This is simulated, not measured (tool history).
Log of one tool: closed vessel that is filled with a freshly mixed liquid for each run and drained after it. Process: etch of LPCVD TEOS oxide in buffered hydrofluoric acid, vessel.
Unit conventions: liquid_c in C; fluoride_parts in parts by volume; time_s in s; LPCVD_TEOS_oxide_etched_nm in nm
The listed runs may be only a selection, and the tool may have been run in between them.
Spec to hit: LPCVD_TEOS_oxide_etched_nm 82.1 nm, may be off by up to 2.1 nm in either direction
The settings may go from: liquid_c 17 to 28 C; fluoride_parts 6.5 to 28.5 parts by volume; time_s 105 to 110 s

run,hour,liquid_c,fluoride_parts,time_s,LPCVD_TEOS_oxide_etched_nm
1,0,20,17.5,105,115.24
2,5.9,20,17.5,105,116.25
3,11.3,20,17.5,105,114.51
4,14,20,17.5,105,116.47
5,15.6,20,17.5,110,121.38
6,18.2,20,17.5,105,116.36
7,22.8,19,18.5,105,102.8
8,24.4,18.5,19,105,97.511
9,32.8,18,19.5,105,94.391
10,37.5,17.5,20,105,87.931

4 candidate next runs follow, results not yet known. Just one meets every target within its allowed miss. Identify it.
A,42.2,17,22.5,110,?
B,42.2,18,19.5,110,?
C,42.2,18.5,22,105,?
D,42.2,17.5,21.5,110,?

move,LPCVD_TEOS_oxide_etched_nm
A,83.17
B,97.945
C,87.834
D,88.316
A: meets every target
B: further off than the last run
C: just as far off the targets as the last run
D: further off than the last run
A is the move that brings every result within its allowed miss.
